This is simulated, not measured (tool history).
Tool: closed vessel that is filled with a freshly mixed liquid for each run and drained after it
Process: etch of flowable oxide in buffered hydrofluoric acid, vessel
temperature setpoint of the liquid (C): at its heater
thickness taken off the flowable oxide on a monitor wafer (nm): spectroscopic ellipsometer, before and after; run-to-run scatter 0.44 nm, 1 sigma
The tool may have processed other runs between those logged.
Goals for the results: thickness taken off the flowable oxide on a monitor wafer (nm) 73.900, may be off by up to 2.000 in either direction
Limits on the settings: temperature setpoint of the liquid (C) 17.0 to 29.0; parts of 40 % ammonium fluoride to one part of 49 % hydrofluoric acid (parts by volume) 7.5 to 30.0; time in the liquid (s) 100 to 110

run  hour  temperature setpoint of the liquid (C)  parts of 40 % ammonium fluoride to one part of 49 % hydrofluoric acid (parts by volume)  time in the liquid (s)  thickness taken off the flowable oxide on a monitor wafer (nm)
  1   0.0                                    21.0                                                                                     22.0                     100                                                         119.330
  2   3.1                                    21.0                                                                                     26.5                     100                                                         103.700
  3  10.2                                    22.5                                                                                     26.5                     100                                                         112.900
  4  17.9                                    22.5                                                                                     24.0                     100                                                         121.540
  5  19.9                                    19.5                                                                                     24.0                     100                                                         104.010
  6  27.6                                    18.5                                                                                     26.0                     100                                                          92.092
  7  33.4                                    18.0                                                                                     27.5                     100                                                          86.965
  8  35.0                                    17.0                                                                                     30.0                     100                                                          76.915
  9  38.2                                    17.0                                                                                     29.5                     100                                                          77.365
 10  47.1                                    17.0                                                                                     30.0                     100                                                          76.762
 11  54.0                                    17.0                                                                                     30.0                     100                                                          77.070
 12  63.0                                    17.0                                                                                     29.5                     100                                                          77.728
 13  65.6                                    17.0                                                                                     30.0                     100                                                          76.684
 14  66.6                                    17.0                                                                                     29.5                     100                                                          77.714
 15  74.5                                    17.0                                                                                     30.0                     100                                                          77.439
 16  77.1                                    17.0                                                                                     30.0                     100                                                          76.361
 17  81.2                                    17.0                                                                                     29.5                     100                                                          77.744
 18  82.1                                    17.0                                                                                     30.0                     100                                                          77.020
     87.4  -- thermometer replaced
 19  87.4                                    17.0                                                                                     30.0                     100                                                          68.235

Next run, 4 choices. One meets every target within its allowed miss, the rest don't. Which?
  A  92.7                                    18.0                                                                                     30.0                     110                                                               ?
  B  92.7                                    17.0                                                                                     30.0                     110                                                               ?
  C  92.7                                    17.0                                                                                     24.0                     100                                                               ?
  D  92.7                                    19.5                                                                                     30.0                     100                                                               ?

move  thickness taken off the flowable oxide on a monitor wafer (nm)
   A                                                          79.694
   B                                                          75.258
   C                                                          79.861
   D                                                          78.896
A: takes the result that was furthest off past its target
B: hits every target within its allowed miss
C: takes the result that was furthest off past its target
D: takes the result that was furthest off past its target
The move that meets every target is B.
